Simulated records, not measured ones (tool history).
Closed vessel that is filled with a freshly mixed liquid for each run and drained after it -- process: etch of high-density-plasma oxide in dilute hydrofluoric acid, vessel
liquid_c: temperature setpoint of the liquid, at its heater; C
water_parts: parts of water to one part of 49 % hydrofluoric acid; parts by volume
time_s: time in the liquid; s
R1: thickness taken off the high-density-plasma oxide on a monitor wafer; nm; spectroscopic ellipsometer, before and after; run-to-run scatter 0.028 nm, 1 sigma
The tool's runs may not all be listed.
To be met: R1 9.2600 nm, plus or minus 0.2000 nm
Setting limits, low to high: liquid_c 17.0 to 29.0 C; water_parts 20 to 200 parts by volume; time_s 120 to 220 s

run 1 hour=0.0 | liquid_c=21.0 water_parts=110 time_s=220 | R1=11.9990
run 2 hour=4.2 | liquid_c=21.0 water_parts=110 time_s=220 | R1=11.9120
run 3 hour=5.1 | liquid_c=21.0 water_parts=85 time_s=220 | R1=15.8040
run 4 hour=7.4 | liquid_c=17.5 water_parts=85 time_s=220 | R1=13.6650
run 5 hour=8.9 | liquid_c=17.5 water_parts=95 time_s=220 | R1=12.1110
run 6 hour=14.1 | liquid_c=17.5 water_parts=60 time_s=220 | R1=19.9060
run 7 hour=21.1 | liquid_c=17.5 water_parts=75 time_s=220 | R1=15.6110
run 8 hour=27.2 | liquid_c=17.5 water_parts=85 time_s=220 | R1=13.7260
run 9 hour=29.4 | liquid_c=17.5 water_parts=90 time_s=220 | R1=12.9510
run 10 hour=37.8 | liquid_c=17.5 water_parts=95 time_s=220 | R1=12.0790
run 11 hour=45.6 | liquid_c=17.5 water_parts=100 time_s=220 | R1=11.4590
run 12 hour=48.1 | liquid_c=17.5 water_parts=105 time_s=220 | R1=10.8600

Exercise: of the 5 proposed moves below, exactly one satisfies all targets within the stated allowed misses. Which move is it?
run A hour=50.6 | liquid_c=21.0 water_parts=105 time_s=220 | R1=?
run B hour=50.6 | liquid_c=17.5 water_parts=115 time_s=220 | R1=?
run C hour=50.6 | liquid_c=18.5 water_parts=105 time_s=220 | R1=?
run D hour=50.6 | liquid_c=19.0 water_parts=80 time_s=175 | R1=?
run E hour=50.6 | liquid_c=18.5 water_parts=125 time_s=220 | R1=?

move=A R1=12.5160
move=B R1=9.7902
move=C R1=11.2950
move=D R1=12.3760
move=E R1=9.2903
A: the biggest miss grows against the last run
B: nearer than the last run, and not there yet
C: the biggest miss grows against the last run
D: the biggest miss grows against the last run
E: hits every target within its allowed miss
The move that meets every target is E.
